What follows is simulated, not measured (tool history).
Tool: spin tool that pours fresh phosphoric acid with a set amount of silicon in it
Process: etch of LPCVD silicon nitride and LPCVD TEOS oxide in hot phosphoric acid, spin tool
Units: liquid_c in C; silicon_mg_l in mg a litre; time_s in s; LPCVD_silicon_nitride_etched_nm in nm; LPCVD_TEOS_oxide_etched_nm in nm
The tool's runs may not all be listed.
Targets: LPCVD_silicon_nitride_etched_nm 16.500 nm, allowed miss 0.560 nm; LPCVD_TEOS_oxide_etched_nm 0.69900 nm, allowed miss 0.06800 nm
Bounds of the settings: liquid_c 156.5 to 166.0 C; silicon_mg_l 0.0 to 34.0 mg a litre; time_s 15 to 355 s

| run | hour | liquid_c | silicon_mg_l | time_s | LPCVD_silicon_nitride_etched_nm | LPCVD_TEOS_oxide_etched_nm |
|---|---|---|---|---|---|---|
| 1 | 0.0 | 161.0 | 15.0 | 180 | 13.467 | 0.84576 |
| 2 | 7.9 | 161.5 | 19.0 | 185 | 13.991 | 0.82133 |
| 3 | 16.0 | 161.5 | 22.0 | 190 | 14.332 | 0.76450 |
| 4 | 17.0 | 161.5 | 22.0 | 165 | 12.569 | 0.63001 |
| 5 | 23.2 | 161.5 | 19.0 | 165 | 12.345 | 0.74057 |
| 6 | 27.5 | 161.5 | 21.5 | 175 | 13.260 | 0.70115 |
| 7 | 35.0 | 162.0 | 23.5 | 180 | 14.157 | 0.72066 |
| 8 | 42.5 | 164.0 | 33.0 | 190 | 15.670 | 0.63473 |

Which of these 5 next moves meets every target?
| A | 50.0 | 166.0 | 27.5 | 190 | ? | ? |
| B | 50.0 | 163.5 | 31.0 | 205 | ? | ? |
| C | 50.0 | 164.0 | 32.5 | 180 | ? | ? |
| D | 50.0 | 163.0 | 27.5 | 190 | ? | ? |
| E | 50.0 | 161.0 | 26.5 | 245 | ? | ? |

| move | LPCVD_silicon_nitride_etched_nm | LPCVD_TEOS_oxide_etched_nm |
|---|---|---|
| A | 16.868 | 0.90906 |
| B | 16.764 | 0.71409 |
| C | 14.965 | 0.60962 |
| D | 15.283 | 0.73118 |
| E | 18.438 | 0.84368 |
A: brings the result that was furthest off to its target, and leaves another outside
B: meets every target
C: further off than the last run
D: further off than the last run
E: takes the result that was furthest off past its target
Move B is the one to make.
